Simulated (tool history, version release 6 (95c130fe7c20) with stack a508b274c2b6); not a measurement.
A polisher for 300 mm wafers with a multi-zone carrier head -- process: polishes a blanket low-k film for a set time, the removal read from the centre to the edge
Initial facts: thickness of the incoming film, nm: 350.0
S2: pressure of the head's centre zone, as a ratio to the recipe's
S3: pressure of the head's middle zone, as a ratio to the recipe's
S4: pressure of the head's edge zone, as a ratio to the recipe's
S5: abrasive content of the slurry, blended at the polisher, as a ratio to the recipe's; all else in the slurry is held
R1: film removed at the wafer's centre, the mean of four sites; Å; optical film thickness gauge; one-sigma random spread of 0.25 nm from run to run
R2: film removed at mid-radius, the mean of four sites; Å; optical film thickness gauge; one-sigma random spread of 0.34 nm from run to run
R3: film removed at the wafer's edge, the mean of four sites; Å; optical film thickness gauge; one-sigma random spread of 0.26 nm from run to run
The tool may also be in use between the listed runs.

run 1 hour=0 | flow_of_slurry_(ml/min)=295 S2=1 S3=1 S4=1 S5=1 polishing_time_(s)=43 | R1=195.79 R2=198.34 R3=194.98
run 2 hour=4.1 | flow_of_slurry_(ml/min)=295 S2=1 S3=0.92 S4=1 S5=1 polishing_time_(s)=43 | R1=194.25 R2=186.54 R3=201.37
run 3 hour=11.5 | flow_of_slurry_(ml/min)=295 S2=1.01 S3=0.94 S4=1 S5=1.05 polishing_time_(s)=43 | R1=201.76 R2=189.88 R3=200.23
run 4 hour=17.3 | flow_of_slurry_(ml/min)=295 S2=1.01 S3=0.96 S4=1.01 S5=1.1 polishing_time_(s)=43 | R1=204.79 R2=207.69 R3=207.12
run 5 hour=18.5 | flow_of_slurry_(ml/min)=295 S2=1.02 S3=0.96 S4=1.02 S5=1.1 polishing_time_(s)=43 | R1=210.55 R2=201.92 R3=206.39
run 6 hour=23.8 | flow_of_slurry_(ml/min)=330 S2=1.02 S3=0.96 S4=1.02 S5=1.1 polishing_time_(s)=43 | R1=212.73 R2=198.34 R3=208.42
run 7 hour=30.3 | flow_of_slurry_(ml/min)=330 S2=1.02 S3=0.97 S4=1.02 S5=1.15 polishing_time_(s)=43 | R1=214.12 R2=209.91 R3=209.13
run 8 hour=35.6 | flow_of_slurry_(ml/min)=330 S2=1.04 S3=0.99 S4=1.04 S5=1.25 polishing_time_(s)=43 | R1=229.97 R2=214.15 R3=217.72
run 9 hour=39.4 | flow_of_slurry_(ml/min)=330 S2=1.04 S3=1 S4=1.04 S5=1.25 polishing_time_(s)=43 | R1=226.37 R2=212.86 R3=216.8

Run 10 is up next; what results do you expect?
run 10 hour=40.8 | flow_of_slurry_(ml/min)=330 S2=1.04 S3=1.01 S4=1.04 S5=1.25 polishing_time_(s)=43 | R1=? R2=? R3=?

Run 10 came out at R1 227.92 Å, R2 227.55 Å, R3 221.92 Å.
